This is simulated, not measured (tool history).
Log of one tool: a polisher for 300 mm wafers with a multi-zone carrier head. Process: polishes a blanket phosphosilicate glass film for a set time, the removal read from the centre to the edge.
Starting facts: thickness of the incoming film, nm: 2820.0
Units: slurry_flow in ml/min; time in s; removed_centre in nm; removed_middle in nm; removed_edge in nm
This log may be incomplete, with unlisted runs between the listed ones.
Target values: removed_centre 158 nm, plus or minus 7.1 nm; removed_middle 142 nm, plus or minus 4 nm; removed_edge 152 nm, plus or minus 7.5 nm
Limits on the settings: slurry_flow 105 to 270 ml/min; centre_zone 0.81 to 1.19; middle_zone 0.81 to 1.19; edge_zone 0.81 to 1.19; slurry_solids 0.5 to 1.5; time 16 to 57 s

Run 1, hour 0: slurry_flow 175 ml/min, centre_zone 1, middle_zone 1, edge_zone 1, slurry_solids 1, time 36 s. Result: removed_centre 352.67 nm, removed_middle 332.02 nm, removed_edge 317.66 nm.
Run 2, hour 1.6: slurry_flow 175 ml/min, centre_zone 1, middle_zone 1, edge_zone 1, slurry_solids 0.9, time 36 s. Result: removed_centre 333.86 nm, removed_middle 316.69 nm, removed_edge 306.93 nm.
Run 3, hour 9.6: slurry_flow 175 ml/min, centre_zone 1, middle_zone 1, edge_zone 1, slurry_solids 0.9, time 45 s. Result: removed_centre 416.19 nm, removed_middle 395.02 nm, removed_edge 386.97 nm.
Run 4, hour 13.7: slurry_flow 175 ml/min, centre_zone 1, middle_zone 1.07, edge_zone 1, slurry_solids 0.9, time 45 s. Result: removed_centre 418.46 nm, removed_middle 418.83 nm, removed_edge 388.28 nm.
Run 5, hour 22.1: slurry_flow 175 ml/min, centre_zone 1.06, middle_zone 1.07, edge_zone 1, slurry_solids 0.9, time 45 s. Result: removed_centre 438.05 nm, removed_middle 416.6 nm, removed_edge 383.97 nm.
Run 6, hour 29.9: slurry_flow 140 ml/min, centre_zone 1.06, middle_zone 1.07, edge_zone 1, slurry_solids 0.9, time 45 s. Result: removed_centre 417.23 nm, removed_middle 396.61 nm, removed_edge 369.2 nm.
Run 7, hour 37.5: slurry_flow 135 ml/min, centre_zone 1.04, middle_zone 1.04, edge_zone 1, slurry_solids 0.85, time 40 s. Result: removed_centre 349.26 nm, removed_middle 332.51 nm, removed_edge 316.67 nm.
Run 8, hour 40.5: slurry_flow 130 ml/min, centre_zone 1.03, middle_zone 1.01, edge_zone 1, slurry_solids 0.8, time 36 s. Result: removed_centre 310.94 nm, removed_middle 282.63 nm, removed_edge 273.18 nm.
Run 9, hour 45.6: slurry_flow 105 ml/min, centre_zone 0.93, middle_zone 0.91, edge_zone 1.08, slurry_solids 0.55, time 26 s. Result: removed_centre 152.5 nm, removed_middle 146.9 nm, removed_edge 169.19 nm.
Run 10, hour 49.1: slurry_flow 105 ml/min, centre_zone 0.94, middle_zone 0.91, edge_zone 1.06, slurry_solids 0.55, time 26 s. Result: removed_centre 155.17 nm, removed_middle 147.88 nm, removed_edge 165.2 nm.
Run 11, hour 49.7: slurry_flow 105 ml/min, centre_zone 0.94, middle_zone 0.9, edge_zone 1.05, slurry_solids 0.55, time 26 s. Result: removed_centre 157.59 nm, removed_middle 146.26 nm, removed_edge 159.7 nm.
Run 12, hour 57.2: slurry_flow 105 ml/min, centre_zone 0.94, middle_zone 0.89, edge_zone 1.04, slurry_solids 0.55, time 26 s. Result: removed_centre 159.17 nm, removed_middle 145.52 nm, removed_edge 163.85 nm.
Run 13, hour 65.5: slurry_flow 105 ml/min, centre_zone 0.94, middle_zone 0.89, edge_zone 1.04, slurry_solids 0.55, time 26 s. Result: removed_centre 151.77 nm, removed_middle 146.38 nm, removed_edge 165.86 nm.
At hour 73.3: centre zone pressure recalibrated.
Run 14, hour 73.3: slurry_flow 105 ml/min, centre_zone 0.96, middle_zone 0.89, edge_zone 1.03, slurry_solids 0.55, time 26 s. Result: removed_centre 148.2 nm, removed_middle 145.39 nm, removed_edge 161.97 nm.
Run 15, hour 78.4: slurry_flow 105 ml/min, centre_zone 0.96, middle_zone 0.89, edge_zone 1.03, slurry_solids 0.55, time 26 s. Result: removed_centre 148.58 nm, removed_middle 146.52 nm, removed_edge 158.79 nm.
Run 16, hour 85.6: slurry_flow 110 ml/min, centre_zone 0.93, middle_zone 0.9, edge_zone 1.03, slurry_solids 0.55, time 25 s. Result: removed_centre 142.04 nm, removed_middle 142.85 nm, removed_edge 156.91 nm.
Run 17, hour 86.4: slurry_flow 130 ml/min, centre_zone 1.03, middle_zone 0.86, edge_zone 0.99, slurry_solids 0.55, time 25 s. Result: removed_centre 165.01 nm, removed_middle 143.69 nm, removed_edge 160.36 nm.
Run 18, hour 94.5: slurry_flow 130 ml/min, centre_zone 1.03, middle_zone 0.86, edge_zone 0.98, slurry_solids 0.55, time 25 s. Result: removed_centre 163.3 nm, removed_middle 144.77 nm, removed_edge 156.12 nm.
Run 19, hour 99.9: slurry_flow 130 ml/min, centre_zone 1.03, middle_zone 0.86, edge_zone 0.98, slurry_solids 0.55, time 25 s. Result: removed_centre 161.96 nm, removed_middle 144.92 nm, removed_edge 157.12 nm.

Consider the 4 candidate settings below. Which is the only one whose results all fall within their allowed miss of target?
Run A, hour 105.3: slurry_flow 110 ml/min, centre_zone 1, middle_zone 0.81, edge_zone 1.04, slurry_solids 0.8, time 22 s. Result: removed_centre ?, removed_middle ?, removed_edge ?.
Run B, hour 105.3: slurry_flow 135 ml/min, centre_zone 1.04, middle_zone 0.89, edge_zone 0.98, slurry_solids 0.5, time 25 s. Result: removed_centre ?, removed_middle ?, removed_edge ?.
Run C, hour 105.3: slurry_flow 135 ml/min, centre_zone 1.03, middle_zone 0.99, edge_zone 1.02, slurry_solids 0.55, time 23 s. Result: removed_centre ?, removed_middle ?, removed_edge ?.
Run D, hour 105.3: slurry_flow 105 ml/min, centre_zone 1.03, middle_zone 0.92, edge_zone 0.95, slurry_solids 0.5, time 28 s. Result: removed_centre ?, removed_middle ?, removed_edge ?.

move  removed_centre  removed_middle  removed_edge
   A          157.84          137.74        167.26
   B           159.2          142.95        153.32
   C          152.21          150.66        150.61
   D          162.59          153.05        160.89
A: pushes the last run's worst result past its target
B: each result inside its tolerance
C: moves away from the targets compared with the last run
D: moves away from the targets compared with the last run
So the answer is move B, the one that meets all the targets.

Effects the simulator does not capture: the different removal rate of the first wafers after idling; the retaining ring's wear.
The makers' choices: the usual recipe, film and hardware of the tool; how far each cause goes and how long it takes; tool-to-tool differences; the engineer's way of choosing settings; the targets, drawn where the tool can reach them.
